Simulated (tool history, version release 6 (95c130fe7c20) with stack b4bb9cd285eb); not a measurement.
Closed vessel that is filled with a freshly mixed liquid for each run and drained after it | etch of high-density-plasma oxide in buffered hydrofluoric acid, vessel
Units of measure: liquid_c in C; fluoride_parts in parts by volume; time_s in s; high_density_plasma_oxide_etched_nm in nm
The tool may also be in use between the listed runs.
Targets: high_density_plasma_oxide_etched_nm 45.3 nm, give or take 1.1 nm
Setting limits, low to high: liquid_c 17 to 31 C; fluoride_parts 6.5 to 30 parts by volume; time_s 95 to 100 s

run,hour,liquid_c,fluoride_parts,time_s,high_density_plasma_oxide_etched_nm
1,0,23,18.5,95,61.998
2,5.8,25,18.5,95,68.495
3,9.5,24,18.5,95,64.767
4,13,24,16,95,75.361
5,16,23,16.5,95,67.434
6,18.6,22,16.5,95,64.794
7,26.6,21.5,16.5,95,63.127
8,31.1,21,16.5,95,61.111
9,33.6,20.5,16.5,95,60.349
10,40.3,20,17,95,56.233
11,44.4,19.5,17,95,54.548
12,53.3,19,17,95,53.764
13,61.8,18.5,17,95,51.63
14,67.3,17.5,17.5,95,47.66

Which one of the following 4 next-run settings gets every result inside its allowed miss? There is exactly one.
A,72.8,17.5,17,100,?
B,72.8,17,19,95,?
C,72.8,17,16,95,?
D,72.8,17,19,100,?

move,high_density_plasma_oxide_etched_nm
A,51.194
B,42.346
C,50.177
D,44.574
A: moves away from the targets compared with the last run
B: carries the result that was furthest off beyond its target, to the other side
C: moves away from the targets compared with the last run
D: meets every target
Move D is the one to make.
